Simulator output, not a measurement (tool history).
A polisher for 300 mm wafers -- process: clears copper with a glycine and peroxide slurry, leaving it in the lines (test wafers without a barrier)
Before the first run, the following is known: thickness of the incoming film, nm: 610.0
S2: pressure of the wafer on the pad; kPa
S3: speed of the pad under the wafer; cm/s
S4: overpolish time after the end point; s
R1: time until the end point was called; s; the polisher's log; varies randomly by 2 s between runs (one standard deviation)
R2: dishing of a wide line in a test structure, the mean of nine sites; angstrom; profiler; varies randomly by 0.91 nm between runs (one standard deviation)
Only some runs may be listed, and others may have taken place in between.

Run 1, hour 0.0: flow of slurry (ml/min) 130, S2 23.4 kPa, S3 122 cm/s, S4 25 s. Result: R1 79.625 s, R2 778.60 angstrom.
Run 2, hour 4.0: flow of slurry (ml/min) 130, S2 23.4 kPa, S3 142 cm/s, S4 25 s. Result: R1 72.436 s, R2 813.36 angstrom.
Run 3, hour 11.2: flow of slurry (ml/min) 130, S2 23.4 kPa, S3 142 cm/s, S4 17 s. Result: R1 69.496 s, R2 677.85 angstrom.
Run 4, hour 18.9: flow of slurry (ml/min) 130, S2 17.9 kPa, S3 142 cm/s, S4 17 s. Result: R1 93.002 s, R2 600.80 angstrom.
Run 5, hour 27.3: flow of slurry (ml/min) 130, S2 17.9 kPa, S3 128 cm/s, S4 17 s. Result: R1 104.730 s, R2 543.31 angstrom.
Run 6, hour 35.2: flow of slurry (ml/min) 140, S2 17.9 kPa, S3 128 cm/s, S4 17 s. Result: R1 101.290 s, R2 561.41 angstrom.

What does the tool deliver on the next run?
Run 7, hour 38.9: flow of slurry (ml/min) 140, S2 17.2 kPa, S3 128 cm/s, S4 20 s. Result: R1 ?, R2 ?.

{"run 7": {"R1": 103.29, "R2": 610.66}}

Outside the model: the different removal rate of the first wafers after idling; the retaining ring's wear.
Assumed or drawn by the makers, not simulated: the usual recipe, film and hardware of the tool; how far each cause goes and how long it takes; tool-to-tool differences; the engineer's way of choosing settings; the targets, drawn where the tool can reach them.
